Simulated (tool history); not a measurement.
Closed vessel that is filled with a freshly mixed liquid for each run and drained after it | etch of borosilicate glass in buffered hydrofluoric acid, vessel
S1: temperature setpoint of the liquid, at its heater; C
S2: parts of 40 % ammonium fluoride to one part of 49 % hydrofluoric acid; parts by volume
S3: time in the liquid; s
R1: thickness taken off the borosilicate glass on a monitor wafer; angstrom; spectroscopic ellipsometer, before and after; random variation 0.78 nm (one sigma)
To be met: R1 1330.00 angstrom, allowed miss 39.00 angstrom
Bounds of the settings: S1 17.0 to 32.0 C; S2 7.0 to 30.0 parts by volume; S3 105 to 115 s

run,hour,S1,S2,S3,R1
1,0.0,24.0,19.0,105,702.71
2,8.3,24.0,14.0,105,962.79
3,14.8,24.0,14.0,105,948.09
4,16.4,24.0,19.0,105,699.76
5,17.0,24.0,24.5,105,565.74
6,20.4,21.5,24.5,105,492.00
7,23.5,24.0,22.0,105,605.97
8,31.8,26.0,19.5,105,762.89
# hour 33.5: hydrofluoric acid flow meter replaced
9,33.5,30.0,13.5,105,1217.90

4 next moves are on the table. One of them brings every result within its allowed miss. Which?
A,35.2,31.0,13.5,115,?
B,35.2,27.0,11.5,115,?
C,35.2,29.5,14.5,110,?
D,35.2,28.0,15.5,115,?

move,R1
A,1413.80
B,1344.70
C,1166.30
D,1055.60
A: takes the result that was furthest off past its target
B: meets every target
C: further off than the last run
D: further off than the last run
Answer: B

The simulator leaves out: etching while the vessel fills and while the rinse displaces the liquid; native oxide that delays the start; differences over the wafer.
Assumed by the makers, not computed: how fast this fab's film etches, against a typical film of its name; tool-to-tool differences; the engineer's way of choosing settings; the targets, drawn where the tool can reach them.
